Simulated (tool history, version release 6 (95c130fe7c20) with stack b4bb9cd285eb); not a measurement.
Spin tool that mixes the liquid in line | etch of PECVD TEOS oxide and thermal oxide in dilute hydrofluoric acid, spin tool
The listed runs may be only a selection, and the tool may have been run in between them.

run  hour  temperature setpoint of the liquid (C)  parts of water to one part of 49 % hydrofluoric acid (parts by volume)  time under the liquid (s)  thickness taken off the PECVD TEOS oxide on a monitor wafer (angstrom)  thickness taken off the thermal oxide on a monitor wafer (angstrom)
  1   0.0                                    25.0                                                                     260                        180                                                                  67.189                                                               27.603
  2   7.9                                    26.0                                                                     240                        180                                                                  76.412                                                               31.915
  3   9.3                                    26.5                                                                     225                        180                                                                  83.985                                                               35.272
  4  11.7                                    26.5                                                                     145                        180                                                                 143.230                                                               59.509
  5  15.5                                    26.5                                                                     230                        180                                                                  81.975                                                               34.381
  6  21.5                                    29.0                                                                     230                        180                                                                  89.324                                                               37.882
  7  26.8                                    33.0                                                                     125                        180                                                                 214.990                                                               91.997
  8  30.9                                    32.5                                                                     125                        180                                                                 209.710                                                               90.596

Run 9 is up next; what results do you expect?
  9  36.8                                    32.0                                                                     125                        180                                                                       ?                                                                    ?

thickness taken off the PECVD TEOS oxide on a monitor wafer (angstrom): 210.000
thickness taken off the thermal oxide on a monitor wafer (angstrom): 87.623

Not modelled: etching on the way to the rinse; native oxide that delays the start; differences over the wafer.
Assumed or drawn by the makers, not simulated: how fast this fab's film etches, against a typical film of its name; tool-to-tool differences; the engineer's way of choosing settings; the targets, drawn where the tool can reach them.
